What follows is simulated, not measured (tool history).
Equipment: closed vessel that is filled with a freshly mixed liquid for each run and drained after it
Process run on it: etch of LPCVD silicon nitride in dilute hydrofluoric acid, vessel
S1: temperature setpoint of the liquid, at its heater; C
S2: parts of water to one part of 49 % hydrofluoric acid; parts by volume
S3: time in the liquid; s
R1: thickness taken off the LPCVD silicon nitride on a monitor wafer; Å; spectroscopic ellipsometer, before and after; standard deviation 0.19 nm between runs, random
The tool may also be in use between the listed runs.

run  hour    S1  S2   S3       R1
  1   0.0  23.0  40  815   85.029
  2   9.6  23.0  40  605   63.992
  3  16.2  23.0  35  605   72.596
  4  18.5  23.0  30  605   84.271
  5  21.9  23.0  25  605  100.280
  6  28.3  25.5  25  660  128.830

For run 7, what comes out?
  7  35.8  25.5  25  660   ?

{"run 7": {"R1": 130.22}}
